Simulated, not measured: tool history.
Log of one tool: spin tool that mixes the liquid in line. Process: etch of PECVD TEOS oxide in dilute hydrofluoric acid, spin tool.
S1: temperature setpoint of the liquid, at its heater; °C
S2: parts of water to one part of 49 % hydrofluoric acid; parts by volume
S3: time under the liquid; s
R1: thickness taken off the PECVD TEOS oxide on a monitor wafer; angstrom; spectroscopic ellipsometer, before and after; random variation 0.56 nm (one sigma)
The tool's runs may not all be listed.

Run 1, hour 0: S1 23 °C, S2 100 parts by volume, S3 315 s. Result: R1 653.16 angstrom.
Run 2, hour 6.6: S1 23 °C, S2 100 parts by volume, S3 315 s. Result: R1 639.78 angstrom.
Run 3, hour 9.3: S1 24 °C, S2 100 parts by volume, S3 315 s. Result: R1 679.91 angstrom.
Run 4, hour 15.8: S1 25.5 °C, S2 100 parts by volume, S3 315 s. Result: R1 715.33 angstrom.
Run 5, hour 17.4: S1 22.5 °C, S2 100 parts by volume, S3 315 s. Result: R1 633.85 angstrom.
Run 6, hour 26.2: S1 19.5 °C, S2 100 parts by volume, S3 315 s. Result: R1 561.47 angstrom.

Run 7 comes next. What will it give?
Run 7, hour 30.8: S1 23.5 °C, S2 80 parts by volume, S3 315 s. Result: R1 ?.

{"run 7": {"R1": 840.4}}

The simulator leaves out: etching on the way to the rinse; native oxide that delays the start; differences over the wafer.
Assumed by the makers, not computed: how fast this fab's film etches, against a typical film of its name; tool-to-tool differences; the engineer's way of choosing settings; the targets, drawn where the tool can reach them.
